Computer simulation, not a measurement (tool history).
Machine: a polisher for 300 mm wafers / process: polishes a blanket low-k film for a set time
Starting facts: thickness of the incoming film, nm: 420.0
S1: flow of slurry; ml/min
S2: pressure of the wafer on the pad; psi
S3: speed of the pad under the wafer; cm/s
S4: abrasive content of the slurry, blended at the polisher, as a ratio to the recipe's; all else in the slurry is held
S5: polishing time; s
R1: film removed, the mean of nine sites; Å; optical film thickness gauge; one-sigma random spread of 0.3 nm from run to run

run  hour   S1   S2  S3   S4  S5      R1
  1     0  315  2.4  92    1  88  470.78
  2   3.7  315  2.4  92  1.1  88  483.65
  3  11.9  315  2.4  92  1.1  92  510.83
  4  13.8  315  2.3  92  1.1  92  493.79
  5  15.1  315  2.8  92  1.1  92  576.79
     19.2  -- head pressure recalibrated
  6  19.2  315  2.4  92  1.1  92   465.1

What does the tool deliver on the next run?
  7  28.3  315  2.1  92  1.1  92   ?

{"run 7": {"R1": 417.22}}

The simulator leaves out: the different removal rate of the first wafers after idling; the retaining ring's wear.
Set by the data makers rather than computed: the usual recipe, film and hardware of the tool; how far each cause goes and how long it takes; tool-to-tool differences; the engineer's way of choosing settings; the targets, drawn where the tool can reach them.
